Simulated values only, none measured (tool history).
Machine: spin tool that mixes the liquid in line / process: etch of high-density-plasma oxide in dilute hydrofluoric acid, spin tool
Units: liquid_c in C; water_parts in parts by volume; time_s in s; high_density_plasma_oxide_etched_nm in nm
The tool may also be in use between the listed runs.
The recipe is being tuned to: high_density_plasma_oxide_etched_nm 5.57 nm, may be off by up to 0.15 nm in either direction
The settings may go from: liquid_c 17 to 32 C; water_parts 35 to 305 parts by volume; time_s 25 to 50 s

run,hour,liquid_c,water_parts,time_s,high_density_plasma_oxide_etched_nm
1,0,24,170,50,1.1992
2,6.7,24,110,50,1.969
3,7.9,26.5,85,50,2.9467
4,10.8,28,75,50,3.6103
5,15,24.5,75,50,3.1377
6,21.4,24.5,120,50,1.8672
7,22.8,27,100,50,2.5046
8,27.7,28.5,80,50,3.4024
9,33.2,29.5,70,50,4.1365
# hour 38.6: hydrofluoric acid flow meter replaced
10,38.6,30.5,65,50,5.2981
11,41.8,31,65,50,5.4194

Of the 4 settings listed for the next run, only one would bring every result within its allowed miss of target. Which one?
A,45,30.5,65,50,?
B,45,32,65,50,?
C,45,32,70,50,?
D,45,30,65,50,?

move,high_density_plasma_oxide_etched_nm
A,5.2855
B,5.5979
C,5.1575
D,5.1845
A: further off than the last run
B: each result inside its tolerance
C: further off than the last run
D: further off than the last run
Go with B: it meets all targets.
